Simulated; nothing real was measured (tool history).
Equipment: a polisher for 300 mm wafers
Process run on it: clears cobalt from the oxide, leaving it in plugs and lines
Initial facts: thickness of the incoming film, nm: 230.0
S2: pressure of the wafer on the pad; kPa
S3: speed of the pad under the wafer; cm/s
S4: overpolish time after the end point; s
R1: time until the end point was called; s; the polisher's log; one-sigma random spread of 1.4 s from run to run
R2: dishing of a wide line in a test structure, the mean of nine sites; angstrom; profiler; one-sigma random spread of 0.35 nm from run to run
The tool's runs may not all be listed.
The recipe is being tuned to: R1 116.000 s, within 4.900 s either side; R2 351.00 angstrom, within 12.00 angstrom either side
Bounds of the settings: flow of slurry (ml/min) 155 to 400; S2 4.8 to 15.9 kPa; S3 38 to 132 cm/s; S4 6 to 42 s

Run 1, hour 0.0: flow of slurry (ml/min) 255, S2 10.3 kPa, S3 84 cm/s, S4 21 s. Result: R1 69.593 s, R2 520.42 angstrom.
Run 2, hour 1.2: flow of slurry (ml/min) 255, S2 10.3 kPa, S3 84 cm/s, S4 25 s. Result: R1 68.010 s, R2 574.16 angstrom.
Run 3, hour 7.0: flow of slurry (ml/min) 255, S2 11.7 kPa, S3 84 cm/s, S4 25 s. Result: R1 61.142 s, R2 608.22 angstrom.
Run 4, hour 9.3: flow of slurry (ml/min) 255, S2 11.7 kPa, S3 84 cm/s, S4 19 s. Result: R1 60.541 s, R2 509.93 angstrom.
Run 5, hour 10.4: flow of slurry (ml/min) 255, S2 11.7 kPa, S3 84 cm/s, S4 13 s. Result: R1 60.873 s, R2 390.06 angstrom.
Run 6, hour 19.1: flow of slurry (ml/min) 205, S2 11.7 kPa, S3 84 cm/s, S4 13 s. Result: R1 62.326 s, R2 393.61 angstrom.
Run 7, hour 26.0: flow of slurry (ml/min) 205, S2 9.7 kPa, S3 84 cm/s, S4 14 s. Result: R1 74.013 s, R2 363.21 angstrom.
Run 8, hour 28.7: flow of slurry (ml/min) 205, S2 8.3 kPa, S3 84 cm/s, S4 16 s. Result: R1 83.834 s, R2 357.23 angstrom.
Run 9, hour 34.7: flow of slurry (ml/min) 205, S2 7.6 kPa, S3 84 cm/s, S4 18 s. Result: R1 91.956 s, R2 367.30 angstrom.
Run 10, hour 38.0: flow of slurry (ml/min) 200, S2 6.9 kPa, S3 84 cm/s, S4 19 s. Result: R1 102.660 s, R2 354.69 angstrom.
Run 11, hour 44.2: flow of slurry (ml/min) 195, S2 6.9 kPa, S3 84 cm/s, S4 20 s. Result: R1 103.710 s, R2 378.35 angstrom.
Run 12, hour 48.3: flow of slurry (ml/min) 190, S2 6.9 kPa, S3 84 cm/s, S4 20 s. Result: R1 102.330 s, R2 371.03 angstrom.
Run 13, hour 51.6: flow of slurry (ml/min) 185, S2 6.9 kPa, S3 84 cm/s, S4 20 s. Result: R1 103.390 s, R2 370.02 angstrom.
Run 14, hour 56.0: flow of slurry (ml/min) 180, S2 6.9 kPa, S3 84 cm/s, S4 20 s. Result: R1 103.820 s, R2 365.57 angstrom.
Run 15, hour 64.3: flow of slurry (ml/min) 175, S2 6.9 kPa, S3 84 cm/s, S4 20 s. Result: R1 103.680 s, R2 370.84 angstrom.
Run 16, hour 70.5: flow of slurry (ml/min) 170, S2 6.2 kPa, S3 84 cm/s, S4 20 s. Result: R1 113.800 s, R2 343.88 angstrom.

Next run, 5 choices. One meets every target within its allowed miss, the rest don't. Which?
Run A, hour 76.7: flow of slurry (ml/min) 165, S2 4.8 kPa, S3 108 cm/s, S4 19 s. Result: R1 ?, R2 ?.
Run B, hour 76.7: flow of slurry (ml/min) 165, S2 7.6 kPa, S3 70 cm/s, S4 19 s. Result: R1 ?, R2 ?.
Run C, hour 76.7: flow of slurry (ml/min) 200, S2 5.5 kPa, S3 90 cm/s, S4 21 s. Result: R1 ?, R2 ?.
Run D, hour 76.7: flow of slurry (ml/min) 175, S2 7.6 kPa, S3 74 cm/s, S4 19 s. Result: R1 ?, R2 ?.
Run E, hour 76.7: flow of slurry (ml/min) 225, S2 5.5 kPa, S3 96 cm/s, S4 19 s. Result: R1 ?, R2 ?.

move       R1      R2
   A  112.330  329.43
   B  113.740  326.20
   C  115.270  349.48
   D  106.630  343.16
   E  106.450  343.71
A: its largest miss is bigger than the last run's
B: its largest miss is bigger than the last run's
C: in spec on every target
D: the worst result of the last run now meets its target, but another is out of spec
E: the worst result of the last run now meets its target, but another is out of spec
So the answer is move C, the one that meets all the targets.
